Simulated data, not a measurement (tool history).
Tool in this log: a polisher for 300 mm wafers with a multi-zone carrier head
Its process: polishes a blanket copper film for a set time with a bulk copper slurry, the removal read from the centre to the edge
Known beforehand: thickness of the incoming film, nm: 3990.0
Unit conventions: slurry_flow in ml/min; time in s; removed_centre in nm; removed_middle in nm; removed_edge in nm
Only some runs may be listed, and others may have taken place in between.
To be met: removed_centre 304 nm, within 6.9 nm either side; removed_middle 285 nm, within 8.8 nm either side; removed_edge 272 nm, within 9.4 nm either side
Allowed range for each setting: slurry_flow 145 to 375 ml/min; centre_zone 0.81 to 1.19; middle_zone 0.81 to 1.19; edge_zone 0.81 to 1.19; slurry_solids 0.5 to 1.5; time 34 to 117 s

| run | hour | slurry_flow | centre_zone | middle_zone | edge_zone | slurry_solids | time | removed_centre | removed_middle | removed_edge |
|---|---|---|---|---|---|---|---|---|---|---|
| 1 | 0 | 240 | 1 | 1 | 1 | 1 | 75 | 416.45 | 419.6 | 399.29 |
| 2 | 6 | 240 | 1 | 0.98 | 0.97 | 0.9 | 72 | 386.59 | 379.46 | 366.96 |
| 3 | 7.1 | 240 | 1 | 0.97 | 0.94 | 0.8 | 70 | 357.7 | 360.91 | 343.36 |
| 4 | 11.7 | 215 | 1 | 0.97 | 0.94 | 0.8 | 70 | 355.33 | 351.13 | 338.29 |
| 5 | 19.9 | 210 | 1.01 | 0.96 | 0.91 | 0.75 | 69 | 347.34 | 334.46 | 317.11 |
| 6 | 21.4 | 210 | 1.01 | 1.03 | 0.91 | 0.75 | 69 | 345.56 | 363 | 319.9 |
| 7 | 25.5 | 200 | 1.01 | 1 | 0.89 | 0.7 | 69 | 335.25 | 342.02 | 302.68 |
| 8 | 28.2 | 190 | 1 | 0.98 | 0.87 | 0.7 | 69 | 327.76 | 328.71 | 301.42 |
| 9 | 35.7 | 185 | 1 | 0.97 | 0.86 | 0.65 | 69 | 318.59 | 319.31 | 292.79 |
| 10 | 42.8 | 165 | 1.01 | 0.88 | 0.81 | 0.5 | 69 | 290.87 | 267.49 | 258.91 |

Exactly one of the 5 candidate moves below puts every result within its allowed miss. Which one?
| A | 49.9 | 165 | 1.1 | 0.94 | 0.81 | 0.5 | 63 | ? | ? | ? |
| B | 49.9 | 150 | 0.92 | 0.86 | 0.82 | 0.55 | 73 | ? | ? | ? |
| C | 49.9 | 185 | 1 | 0.9 | 0.83 | 0.5 | 71 | ? | ? | ? |
| D | 49.9 | 210 | 0.93 | 0.92 | 0.81 | 0.65 | 63 | ? | ? | ? |
| E | 49.9 | 160 | 1.03 | 0.88 | 0.81 | 0.65 | 59 | ? | ? | ? |

| move | removed_centre | removed_middle | removed_edge |
|---|---|---|---|
| A | 289.79 | 256.33 | 233.32 |
| B | 282.29 | 278.89 | 276.44 |
| C | 304.18 | 285.06 | 270.31 |
| D | 279.2 | 286.03 | 261.86 |
| E | 273.78 | 245.36 | 236.45 |
A: the biggest miss grows against the last run
B: the worst result of the last run now meets its target, but another is out of spec
C: all results land within tolerance of their targets
D: the worst result of the last run now meets its target, but another is out of spec
E: the biggest miss grows against the last run
C is the move that brings every result within its allowed miss.
